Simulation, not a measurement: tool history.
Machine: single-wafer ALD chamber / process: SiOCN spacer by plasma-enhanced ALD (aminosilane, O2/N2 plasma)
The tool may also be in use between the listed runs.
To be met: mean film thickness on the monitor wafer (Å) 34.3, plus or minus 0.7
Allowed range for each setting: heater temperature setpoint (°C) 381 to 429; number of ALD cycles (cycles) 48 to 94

| run | hour | heater temperature setpoint (°C) | number of ALD cycles (cycles) | mean film thickness on the monitor wafer (Å) |
|---|---|---|---|---|
| 1 | 0 | 405 | 71 | 43.166 |
| 2 | 6.2 | 405 | 76 | 46.509 |
| 3 | 12.4 | 408 | 71 | 42.904 |
| 4 | 18.7 | 403 | 71 | 42.772 |
|  | 20.2 | thermocouple changed; heater temperature recalibrated |
| 5 | 20.2 | 403 | 68 | 41.21 |
| 6 | 21.4 | 403 | 65 | 39.485 |
| 7 | 28.4 | 403 | 63 | 37.43 |
| 8 | 30.9 | 403 | 62 | 36.933 |

Exactly one of the 5 candidate moves below puts every result within its allowed miss. Which one?
| A | 33.4 | 401 | 60 | ? |
| B | 33.4 | 410 | 55 | ? |
| C | 33.4 | 400 | 62 | ? |
| D | 33.4 | 402 | 59 | ? |
| E | 33.4 | 404 | 57 | ? |

| move | mean film thickness on the monitor wafer (Å) |
|---|---|
| A | 36.385 |
| B | 32.51 |
| C | 37.703 |
| D | 35.678 |
| E | 34.275 |
A: nearer than the last run, and not there yet
B: pushes the last run's worst result past its target
C: moves away from the targets compared with the last run
D: nearer than the last run, and not there yet
E: meets every target
The right move is E.
